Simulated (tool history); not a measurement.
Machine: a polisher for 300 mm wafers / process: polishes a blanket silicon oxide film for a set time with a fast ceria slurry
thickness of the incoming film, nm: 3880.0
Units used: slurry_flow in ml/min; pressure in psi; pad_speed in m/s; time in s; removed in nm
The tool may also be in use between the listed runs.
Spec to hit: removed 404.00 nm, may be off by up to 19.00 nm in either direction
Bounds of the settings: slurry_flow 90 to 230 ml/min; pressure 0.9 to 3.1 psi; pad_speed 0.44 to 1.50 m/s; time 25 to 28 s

| run | hour | slurry_flow | pressure | pad_speed | time | removed |
|---|---|---|---|---|---|---|
| 1 | 0.0 | 150 | 2.0 | 0.96 | 28 | 289.73 |
| 2 | 5.4 | 150 | 2.1 | 0.96 | 28 | 301.12 |
| 3 | 10.3 | 150 | 2.1 | 0.82 | 28 | 263.73 |
| 4 | 17.5 | 150 | 2.2 | 0.82 | 28 | 267.42 |
| 5 | 20.3 | 150 | 2.3 | 0.82 | 28 | 270.02 |
| 6 | 26.9 | 150 | 2.4 | 0.84 | 28 | 284.16 |
| 7 | 28.3 | 150 | 2.4 | 0.84 | 28 | 292.85 |
| 8 | 35.8 | 150 | 2.5 | 0.84 | 28 | 305.00 |
|  | 38.6 | worn pad replaced by a new one |
| 9 | 38.6 | 150 | 2.6 | 0.84 | 28 | 355.58 |
| 10 | 42.5 | 155 | 2.7 | 0.84 | 28 | 361.50 |
| 11 | 49.5 | 160 | 2.7 | 0.84 | 28 | 361.85 |

Exactly one of the 5 candidate moves below puts every result within its allowed miss. Which one?
| A | 56.5 | 165 | 2.9 | 0.78 | 28 | ? |
| B | 56.5 | 165 | 3.1 | 0.84 | 28 | ? |
| C | 56.5 | 185 | 2.9 | 0.96 | 28 | ? |
| D | 56.5 | 190 | 2.9 | 0.96 | 28 | ? |
| E | 56.5 | 195 | 3.1 | 0.68 | 28 | ? |

| move | removed |
|---|---|
| A | 355.92 |
| B | 403.00 |
| C | 442.10 |
| D | 443.67 |
| E | 336.51 |
A: lands further from the targets than the last run did
B: hits every target within its allowed miss
C: pushes the last run's worst result past its target
D: pushes the last run's worst result past its target
E: lands further from the targets than the last run did
The move that meets every target is B.
